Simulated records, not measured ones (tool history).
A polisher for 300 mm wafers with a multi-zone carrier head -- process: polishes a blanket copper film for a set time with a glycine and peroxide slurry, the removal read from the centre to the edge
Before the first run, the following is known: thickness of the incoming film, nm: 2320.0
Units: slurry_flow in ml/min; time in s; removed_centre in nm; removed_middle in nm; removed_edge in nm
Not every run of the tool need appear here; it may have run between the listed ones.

{"run": 1, "hour": 0.0, "slurry_flow": 200, "centre_zone": 1.0, "middle_zone": 1.0, "edge_zone": 1.0, "time": 76, "removed_centre": 388.48, "removed_middle": 371.65, "removed_edge": 384.92}
{"run": 2, "hour": 5.7, "slurry_flow": 205, "centre_zone": 1.0, "middle_zone": 1.0, "edge_zone": 1.02, "time": 78, "removed_centre": 405.94, "removed_middle": 388.55, "removed_edge": 402.76}
{"run": 3, "hour": 8.2, "slurry_flow": 205, "centre_zone": 1.0, "middle_zone": 1.0, "edge_zone": 0.99, "time": 78, "removed_centre": 401.77, "removed_middle": 385.64, "removed_edge": 394.14}
{"run": 4, "hour": 13.8, "slurry_flow": 205, "centre_zone": 1.0, "middle_zone": 1.0, "edge_zone": 1.07, "time": 78, "removed_centre": 405.8, "removed_middle": 389.8, "removed_edge": 407.38}
{"run": 5, "hour": 19.7, "slurry_flow": 205, "centre_zone": 1.05, "middle_zone": 1.0, "edge_zone": 1.07, "time": 78, "removed_centre": 419.49, "removed_middle": 387.94, "removed_edge": 407.69}
{"run": 6, "hour": 21.4, "slurry_flow": 205, "centre_zone": 1.13, "middle_zone": 1.0, "edge_zone": 1.07, "time": 78, "removed_centre": 454.48, "removed_middle": 386.86, "removed_edge": 406.23}
{"run": 7, "hour": 23.7, "slurry_flow": 210, "centre_zone": 1.12, "middle_zone": 1.0, "edge_zone": 1.09, "time": 80, "removed_centre": 445.92, "removed_middle": 387.02, "removed_edge": 426.59}
{"run": 8, "hour": 24.8, "slurry_flow": 215, "centre_zone": 1.12, "middle_zone": 1.01, "edge_zone": 1.1, "time": 82, "removed_centre": 479.88, "removed_middle": 412.53, "removed_edge": 437.54}
{"run": 9, "hour": 28.3, "slurry_flow": 215, "centre_zone": 1.1, "middle_zone": 1.01, "edge_zone": 1.11, "time": 84, "removed_centre": 474.12, "removed_middle": 418.85, "removed_edge": 444.35}

The next listed run, before its measurement:
{"run": 10, "hour": 36.6, "slurry_flow": 215, "centre_zone": 1.09, "middle_zone": 1.01, "edge_zone": 1.12, "time": 86, "removed_centre": "?", "removed_middle": "?", "removed_edge": "?"}

{"run 10": {"removed_centre": 475.22, "removed_middle": 437.97, "removed_edge": 461.78}}
